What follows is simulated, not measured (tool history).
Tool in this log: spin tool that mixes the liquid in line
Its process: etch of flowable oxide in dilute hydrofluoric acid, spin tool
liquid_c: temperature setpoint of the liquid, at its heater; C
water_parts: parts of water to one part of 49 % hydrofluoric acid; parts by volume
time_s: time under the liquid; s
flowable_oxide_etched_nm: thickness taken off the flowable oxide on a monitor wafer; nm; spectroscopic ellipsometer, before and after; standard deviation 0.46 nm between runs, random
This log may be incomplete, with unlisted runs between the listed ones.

run,hour,liquid_c,water_parts,time_s,flowable_oxide_etched_nm
1,0,23,285,295,23.376
2,1.1,23,345,295,18.331
3,6.6,23,345,295,18.242
4,13.1,24,310,295,21.756
5,15,24,310,315,23.118
6,17.8,24,220,315,35.157
7,22.1,25,205,315,39.989
8,27.2,26,195,315,44.453
9,28.1,26.5,190,315,45.945

Run 10, settings as shown, results not yet in. Your forecast:
10,29.6,30.5,140,315,?

flowable_oxide_etched_nm: 77.883 nm

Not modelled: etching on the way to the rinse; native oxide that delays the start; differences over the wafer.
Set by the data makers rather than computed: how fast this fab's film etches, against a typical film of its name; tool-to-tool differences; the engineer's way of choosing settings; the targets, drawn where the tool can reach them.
